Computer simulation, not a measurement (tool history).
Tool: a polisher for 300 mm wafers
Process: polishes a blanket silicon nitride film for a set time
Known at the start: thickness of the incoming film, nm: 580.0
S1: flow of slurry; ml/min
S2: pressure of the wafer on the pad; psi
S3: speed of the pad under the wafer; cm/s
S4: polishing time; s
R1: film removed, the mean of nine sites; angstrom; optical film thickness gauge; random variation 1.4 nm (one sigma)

| run | hour | S1 | S2 | S3 | S4 | R1 |
|---|---|---|---|---|---|---|
| 1 | 0 | 230 | 4.7 | 88 | 88 | 1560 |
| 2 | 8.8 | 230 | 4.2 | 88 | 88 | 1424 |
| 3 | 11.2 | 230 | 4.2 | 88 | 92 | 1527.9 |
| 4 | 20 | 230 | 4.2 | 88 | 88 | 1467.3 |
| 5 | 26.3 | 260 | 4.2 | 88 | 88 | 1475.8 |
| 6 | 27.3 | 215 | 4.2 | 88 | 88 | 1450.5 |
| 7 | 29.1 | 215 | 3.7 | 86 | 88 | 1330.8 |
| 8 | 36.3 | 215 | 3.3 | 84 | 88 | 1216.9 |
| 9 | 43.2 | 215 | 3.1 | 84 | 88 | 1186.1 |

Forecast run 10:
| 10 | 51.4 | 215 | 2.9 | 84 | 88 | ? |

R1: 1142.5 angstrom
